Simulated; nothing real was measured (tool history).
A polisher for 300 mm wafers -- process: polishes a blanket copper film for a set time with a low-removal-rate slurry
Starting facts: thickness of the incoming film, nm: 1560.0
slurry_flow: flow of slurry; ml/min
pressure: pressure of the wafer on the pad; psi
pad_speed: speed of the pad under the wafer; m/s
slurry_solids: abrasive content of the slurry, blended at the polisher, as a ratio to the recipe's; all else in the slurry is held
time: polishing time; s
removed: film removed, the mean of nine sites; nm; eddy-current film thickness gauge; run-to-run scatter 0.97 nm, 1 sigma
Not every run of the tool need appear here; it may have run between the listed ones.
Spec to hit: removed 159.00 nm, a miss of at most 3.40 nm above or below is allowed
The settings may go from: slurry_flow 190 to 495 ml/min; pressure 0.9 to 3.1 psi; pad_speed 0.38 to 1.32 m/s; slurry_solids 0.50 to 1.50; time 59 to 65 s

Run 1, day 0.000: slurry_flow 320 ml/min, pressure 2.0 psi, pad_speed 0.84 m/s, slurry_solids 1.00, time 65 s. Result: removed 118.05 nm.
Run 2, day 0.254: slurry_flow 325 ml/min, pressure 2.1 psi, pad_speed 0.84 m/s, slurry_solids 1.00, time 65 s. Result: removed 123.60 nm.
Run 3, day 0.483: slurry_flow 325 ml/min, pressure 2.1 psi, pad_speed 1.02 m/s, slurry_solids 1.00, time 65 s. Result: removed 148.80 nm.
Run 4, day 0.771: slurry_flow 325 ml/min, pressure 2.1 psi, pad_speed 1.02 m/s, slurry_solids 1.15, time 65 s. Result: removed 153.62 nm.
Run 5, day 1.000: slurry_flow 325 ml/min, pressure 2.1 psi, pad_speed 1.02 m/s, slurry_solids 1.15, time 65 s. Result: removed 153.31 nm.
Run 6, day 1.100: slurry_flow 325 ml/min, pressure 2.5 psi, pad_speed 1.02 m/s, slurry_solids 1.15, time 65 s. Result: removed 179.22 nm.
Run 7, day 1.438: slurry_flow 315 ml/min, pressure 2.3 psi, pad_speed 1.02 m/s, slurry_solids 1.15, time 65 s. Result: removed 165.59 nm.
Run 8, day 1.767: slurry_flow 310 ml/min, pressure 2.3 psi, pad_speed 1.02 m/s, slurry_solids 1.15, time 65 s. Result: removed 163.71 nm.
Run 9, day 2.129: slurry_flow 305 ml/min, pressure 2.3 psi, pad_speed 1.02 m/s, slurry_solids 1.15, time 65 s. Result: removed 165.64 nm.

Which of these 5 next moves meets every target?
Run A, day 2.492: slurry_flow 285 ml/min, pressure 2.4 psi, pad_speed 1.08 m/s, slurry_solids 0.95, time 64 s. Result: removed ?.
Run B, day 2.492: slurry_flow 315 ml/min, pressure 2.2 psi, pad_speed 1.02 m/s, slurry_solids 1.25, time 63 s. Result: removed ?.
Run C, day 2.492: slurry_flow 280 ml/min, pressure 2.5 psi, pad_speed 1.04 m/s, slurry_solids 1.10, time 62 s. Result: removed ?.
Run D, day 2.492: slurry_flow 300 ml/min, pressure 2.5 psi, pad_speed 1.02 m/s, slurry_solids 1.25, time 64 s. Result: removed ?.
Run E, day 2.492: slurry_flow 310 ml/min, pressure 2.6 psi, pad_speed 0.98 m/s, slurry_solids 1.25, time 63 s. Result: removed ?.

move  removed
   A   170.21
   B   158.32
   C   170.17
   D   178.78
   E   175.63
A: the biggest miss grows against the last run
B: each result inside its tolerance
C: the biggest miss grows against the last run
D: the biggest miss grows against the last run
E: the biggest miss grows against the last run
Move B is the one to make.
